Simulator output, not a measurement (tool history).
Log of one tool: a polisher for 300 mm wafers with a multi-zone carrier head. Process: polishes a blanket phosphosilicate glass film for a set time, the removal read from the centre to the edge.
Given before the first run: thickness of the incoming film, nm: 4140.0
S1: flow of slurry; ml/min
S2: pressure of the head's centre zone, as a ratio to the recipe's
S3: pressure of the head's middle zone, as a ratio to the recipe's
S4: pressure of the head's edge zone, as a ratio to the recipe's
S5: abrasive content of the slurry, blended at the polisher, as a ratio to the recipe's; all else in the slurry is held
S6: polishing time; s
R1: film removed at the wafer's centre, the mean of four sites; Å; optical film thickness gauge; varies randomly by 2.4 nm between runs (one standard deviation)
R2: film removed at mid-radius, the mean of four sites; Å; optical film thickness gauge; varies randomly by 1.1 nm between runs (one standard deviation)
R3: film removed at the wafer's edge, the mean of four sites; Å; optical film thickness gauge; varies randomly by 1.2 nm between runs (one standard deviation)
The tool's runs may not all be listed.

run  hour   S1    S2    S3    S4    S5  S6      R1      R2      R3
  1     0  250     1     1     1     1  35  2302.9  2218.4  2311.7
  2   7.6  245     1  0.98  0.98  0.95  35    2301  2168.1    2190
  3  15.9  205     1  0.98  0.98  0.95  35  2209.1  2102.1  2189.9
  4  22.3  205     1  0.98  0.93  0.95  35  2227.6  2083.5  2161.6
  5  27.8  200     1  0.96  0.93   0.9  35  2115.6  2030.4  2083.4
  6  28.5  200  1.06  0.96  0.93   0.9  35  2307.3  2011.2  2076.4
  7  29.2  195  1.06  0.94  0.93  0.85  35  2209.1  1909.6  2036.1

For run 8, what comes out?
  8  31.7  195  1.06  0.93  0.92  0.8  35   ?   ?   ?

R1: 2110.2 Å
R2: 1829.2 Å
R3: 1948.5 Å
